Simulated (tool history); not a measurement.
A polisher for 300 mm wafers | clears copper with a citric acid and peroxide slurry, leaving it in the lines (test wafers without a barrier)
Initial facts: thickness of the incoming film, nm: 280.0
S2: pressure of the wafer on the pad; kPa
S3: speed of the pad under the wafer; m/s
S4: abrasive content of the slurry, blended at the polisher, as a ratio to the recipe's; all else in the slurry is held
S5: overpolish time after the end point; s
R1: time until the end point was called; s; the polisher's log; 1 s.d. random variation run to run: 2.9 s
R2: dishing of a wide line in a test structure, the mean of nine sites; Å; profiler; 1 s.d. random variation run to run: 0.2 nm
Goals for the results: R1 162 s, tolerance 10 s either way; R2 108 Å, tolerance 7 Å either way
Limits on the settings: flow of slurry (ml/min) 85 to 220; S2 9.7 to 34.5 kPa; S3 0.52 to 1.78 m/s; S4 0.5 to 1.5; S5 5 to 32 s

Run 1, hour 0: flow of slurry (ml/min) 140, S2 22.1 kPa, S3 1.14 m/s, S4 1, S5 16 s. Result: R1 103.83 s, R2 281.37 Å.
Run 2, hour 6.9: flow of slurry (ml/min) 140, S2 24.1 kPa, S3 1.14 m/s, S4 1, S5 16 s. Result: R1 93.708 s, R2 309.96 Å.
Run 3, hour 14.3: flow of slurry (ml/min) 155, S2 24.1 kPa, S3 1.14 m/s, S4 1, S5 16 s. Result: R1 91.742 s, R2 320.55 Å.
Run 4, hour 19.9: flow of slurry (ml/min) 160, S2 21.4 kPa, S3 1.12 m/s, S4 1, S5 14 s. Result: R1 106.42 s, R2 246.85 Å.
Run 5, hour 27.6: flow of slurry (ml/min) 160, S2 19.3 kPa, S3 1.12 m/s, S4 1, S5 12 s. Result: R1 113.1 s, R2 202 Å.
Run 6, hour 36.2: flow of slurry (ml/min) 160, S2 19.3 kPa, S3 1.12 m/s, S4 0.8, S5 12 s. Result: R1 124.04 s, R2 183.5 Å.
Run 7, hour 40.3: flow of slurry (ml/min) 160, S2 17.9 kPa, S3 1.12 m/s, S4 0.8, S5 11 s. Result: R1 135.45 s, R2 161.74 Å.
Run 8, hour 42.3: flow of slurry (ml/min) 160, S2 17.2 kPa, S3 1.12 m/s, S4 0.8, S5 10 s. Result: R1 141.29 s, R2 139.91 Å.
Run 9, hour 45.9: flow of slurry (ml/min) 155, S2 16.5 kPa, S3 1.12 m/s, S4 0.8, S5 10 s. Result: R1 138.9 s, R2 135.33 Å.
Run 10, hour 49.5: flow of slurry (ml/min) 150, S2 15.9 kPa, S3 1.12 m/s, S4 0.8, S5 10 s. Result: R1 152.35 s, R2 127.76 Å.
Run 11, hour 53.1: flow of slurry (ml/min) 140, S2 15.2 kPa, S3 1.12 m/s, S4 0.8, S5 8 s. Result: R1 160.32 s, R2 97.256 Å.

Exercise: of the 4 proposed moves below, exactly one satisfies all targets within the stated allowed misses. Which move is it?
Run A, hour 56.7: flow of slurry (ml/min) 130, S2 15.9 kPa, S3 1.1 m/s, S4 0.85, S5 7 s. Result: R1 ?, R2 ?.
Run B, hour 56.7: flow of slurry (ml/min) 105, S2 15.2 kPa, S3 1.26 m/s, S4 0.8, S5 10 s. Result: R1 ?, R2 ?.
Run C, hour 56.7: flow of slurry (ml/min) 135, S2 13.1 kPa, S3 1.12 m/s, S4 1, S5 8 s. Result: R1 ?, R2 ?.
Run D, hour 56.7: flow of slurry (ml/min) 150, S2 14.5 kPa, S3 1.16 m/s, S4 0.8, S5 9 s. Result: R1 ?, R2 ?.

move      R1      R2
   A  161.68  89.902
   B  165.62   123.8
   C  180.74  91.591
   D  168.73  109.82
A: misses by more than the last run did
B: carries the result that was furthest off beyond its target, to the other side
C: misses by more than the last run did
D: every result within its allowed miss
D meets every target.
